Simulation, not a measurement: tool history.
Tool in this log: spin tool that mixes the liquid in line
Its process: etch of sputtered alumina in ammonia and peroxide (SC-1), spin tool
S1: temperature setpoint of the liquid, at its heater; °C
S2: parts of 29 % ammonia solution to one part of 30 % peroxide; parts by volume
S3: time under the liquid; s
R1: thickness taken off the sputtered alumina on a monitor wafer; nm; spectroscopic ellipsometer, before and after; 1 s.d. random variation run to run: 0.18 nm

run    day    S1    S2   S3      R1
  1      0    50  0.55  305  18.304
  2  0.042    51  0.55  305  19.574
  3  0.112    52  0.55  305  20.725
  4  0.296    52   0.7  305  21.034
  5  0.596    52  0.85  305  21.338
  6  0.933    52  0.85  305  21.547
  7  1.196    53  0.85  305  22.552
  8  1.333  53.5  0.85  305  23.103

Forecast run 9:
  9  1.7  54  0.85  305   ?

For run 9 the tool returned R1 24.029 nm.

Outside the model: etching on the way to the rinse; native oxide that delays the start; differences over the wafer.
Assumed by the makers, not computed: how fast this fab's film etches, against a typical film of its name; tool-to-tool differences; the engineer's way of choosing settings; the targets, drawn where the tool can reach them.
